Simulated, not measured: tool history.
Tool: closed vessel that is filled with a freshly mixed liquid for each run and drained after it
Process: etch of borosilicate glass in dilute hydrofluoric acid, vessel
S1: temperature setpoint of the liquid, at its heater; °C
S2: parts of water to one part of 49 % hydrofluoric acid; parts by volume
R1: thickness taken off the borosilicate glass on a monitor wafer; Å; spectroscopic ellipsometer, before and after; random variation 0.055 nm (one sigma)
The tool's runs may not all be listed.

Run 1, day 0: S1 22 °C, S2 240 parts by volume, time in the liquid (s) 105. Result: R1 159.72 Å.
Run 2, day 0.358: S1 21 °C, S2 255 parts by volume, time in the liquid (s) 105. Result: R1 142.03 Å.
Run 3, day 0.479: S1 20 °C, S2 265 parts by volume, time in the liquid (s) 105. Result: R1 129.77 Å.
Run 4, day 0.817: S1 19.5 °C, S2 275 parts by volume, time in the liquid (s) 105. Result: R1 123.69 Å.
Run 5, day 0.996: S1 19.5 °C, S2 245 parts by volume, time in the liquid (s) 105. Result: R1 142.39 Å.
Run 6, day 1.242: S1 19.5 °C, S2 295 parts by volume, time in the liquid (s) 105. Result: R1 112.64 Å.
Run 7, day 1.304: S1 19 °C, S2 300 parts by volume, time in the liquid (s) 105. Result: R1 107.02 Å.

The next listed run, before its measurement:
Run 8, day 1.512: S1 18.5 °C, S2 300 parts by volume, time in the liquid (s) 105. Result: R1 ?.

{"run 8": {"R1": 105.8}}
